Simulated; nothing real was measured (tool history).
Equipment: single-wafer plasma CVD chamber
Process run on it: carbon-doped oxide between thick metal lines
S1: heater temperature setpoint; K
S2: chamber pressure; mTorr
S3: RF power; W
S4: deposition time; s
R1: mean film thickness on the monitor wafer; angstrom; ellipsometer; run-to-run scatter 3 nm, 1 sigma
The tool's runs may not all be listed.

| run | hour | S1 | S2 | S3 | S4 | R1 |
|---|---|---|---|---|---|---|
| 1 | 0 | 633.15 | 3760 | 600 | 155 | 8793.9 |
| 2 | 4.1 | 633.15 | 3760 | 535 | 155 | 7888.7 |
| 3 | 11.2 | 632.15 | 3930 | 555 | 155 | 8265.8 |
| 4 | 13.6 | 628.15 | 3930 | 555 | 155 | 8330.7 |
| 5 | 15.9 | 628.15 | 3930 | 555 | 155 | 8327.3 |
| 6 | 21.1 | 628.15 | 4310 | 555 | 155 | 8497.5 |
| 7 | 27.4 | 627.15 | 4460 | 565 | 155 | 8661.9 |
| 8 | 30 | 626.15 | 4580 | 575 | 155 | 8925.9 |
| 9 | 37 | 625.15 | 4690 | 580 | 155 | 9059.2 |
| 10 | 41.5 | 624.15 | 4790 | 585 | 155 | 9167.6 |

Estimate the outcome of run 11 from the log above:
| 11 | 42.2 | 617.15 | 5260 | 650 | 156 | ? |

{"run 11": {"R1": 10471}}

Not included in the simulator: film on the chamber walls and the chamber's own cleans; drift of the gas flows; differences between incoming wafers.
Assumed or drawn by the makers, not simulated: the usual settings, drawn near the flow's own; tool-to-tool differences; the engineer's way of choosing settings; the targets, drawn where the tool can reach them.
